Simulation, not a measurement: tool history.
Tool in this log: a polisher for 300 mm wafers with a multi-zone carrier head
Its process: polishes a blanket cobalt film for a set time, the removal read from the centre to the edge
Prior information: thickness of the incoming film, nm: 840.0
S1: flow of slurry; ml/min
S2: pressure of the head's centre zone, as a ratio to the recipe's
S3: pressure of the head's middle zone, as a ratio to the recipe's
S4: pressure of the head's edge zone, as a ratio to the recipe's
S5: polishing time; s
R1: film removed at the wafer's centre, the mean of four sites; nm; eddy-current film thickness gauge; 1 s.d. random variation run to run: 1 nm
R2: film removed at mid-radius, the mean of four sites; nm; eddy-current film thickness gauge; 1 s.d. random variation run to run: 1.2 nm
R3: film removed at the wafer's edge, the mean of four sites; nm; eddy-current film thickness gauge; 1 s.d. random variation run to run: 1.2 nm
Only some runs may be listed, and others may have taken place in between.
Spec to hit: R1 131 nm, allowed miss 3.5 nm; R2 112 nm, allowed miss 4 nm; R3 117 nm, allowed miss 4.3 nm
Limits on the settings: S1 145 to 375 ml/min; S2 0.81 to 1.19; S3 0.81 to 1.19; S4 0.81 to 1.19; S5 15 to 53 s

{"run": 1, "hour": 0.0, "S1": 240, "S2": 1, "S3": 1, "S4": 1, "S5": 34, "R1": 153.79, "R2": 152.57, "R3": 149.88}
{"run": 2, "hour": 5.8, "S1": 235, "S2": 1, "S3": 0.95, "S4": 0.96, "S5": 32, "R1": 140.01, "R2": 138.22, "R3": 139.47}
{"run": 3, "hour": 7.9, "S1": 235, "S2": 1.04, "S3": 0.92, "S4": 0.93, "S5": 30, "R1": 138.04, "R2": 125.36, "R3": 125.53}
{"run": 4, "hour": 11.5, "S1": 235, "S2": 1.04, "S3": 0.92, "S4": 0.88, "S5": 30, "R1": 136.97, "R2": 125.88, "R3": 123.63}
{"run": 5, "hour": 14.3, "S1": 225, "S2": 1.04, "S3": 0.89, "S4": 0.87, "S5": 30, "R1": 136.82, "R2": 121.8, "R3": 122.03}
{"run": 6, "hour": 15.9, "S1": 215, "S2": 1.04, "S3": 0.87, "S4": 0.86, "S5": 30, "R1": 136.26, "R2": 118.26, "R3": 121.41}
{"run": 7, "hour": 20.5, "S1": 210, "S2": 1.04, "S3": 0.86, "S4": 0.85, "S5": 30, "R1": 136.78, "R2": 115.8, "R3": 121.4}
{"run": 8, "hour": 25.7, "S1": 205, "S2": 1.04, "S3": 0.86, "S4": 0.84, "S5": 30, "R1": 135.37, "R2": 118.29, "R3": 118.77}
{"hour": 27.0, "done": "worn pad replaced by a new one"}
{"run": 9, "hour": 27.0, "S1": 200, "S2": 1.03, "S3": 0.85, "S4": 0.84, "S5": 30, "R1": 140.12, "R2": 124.35, "R3": 127.37}
{"run": 10, "hour": 33.4, "S1": 220, "S2": 1.03, "S3": 0.85, "S4": 0.85, "S5": 30, "R1": 144.59, "R2": 122.76, "R3": 127.76}

Which of these 5 next moves meets every target?
{"run": "A", "hour": 39.8, "S1": 220, "S2": 1.19, "S3": 1.19, "S4": 0.81, "S5": 27, "R1": "?", "R2": "?", "R3": "?"}
{"run": "B", "hour": 39.8, "S1": 210, "S2": 0.81, "S3": 0.81, "S4": 0.94, "S5": 34, "R1": "?", "R2": "?", "R3": "?"}
{"run": "C", "hour": 39.8, "S1": 195, "S2": 1.03, "S3": 0.84, "S4": 0.85, "S5": 28, "R1": "?", "R2": "?", "R3": "?"}
{"run": "D", "hour": 39.8, "S1": 200, "S2": 0.97, "S3": 0.81, "S4": 0.85, "S5": 28, "R1": "?", "R2": "?", "R3": "?"}
{"run": "E", "hour": 39.8, "S1": 235, "S2": 1.14, "S3": 1.17, "S4": 0.81, "S5": 26, "R1": "?", "R2": "?", "R3": "?"}

move=A R1=149.06 R2=145.75 R3=114.1
move=B R1=126.24 R2=134.87 R3=153.68
move=C R1=131.06 R2=112.96 R3=119.98
move=D R1=123.81 R2=110.29 R3=120.32
move=E R1=138.66 R2=139.55 R3=110.55
A: its largest miss is bigger than the last run's
B: carries the result that was furthest off beyond its target, to the other side
C: in spec on every target
D: carries the result that was furthest off beyond its target, to the other side
E: its largest miss is bigger than the last run's
Correct choice: C, which meets every target
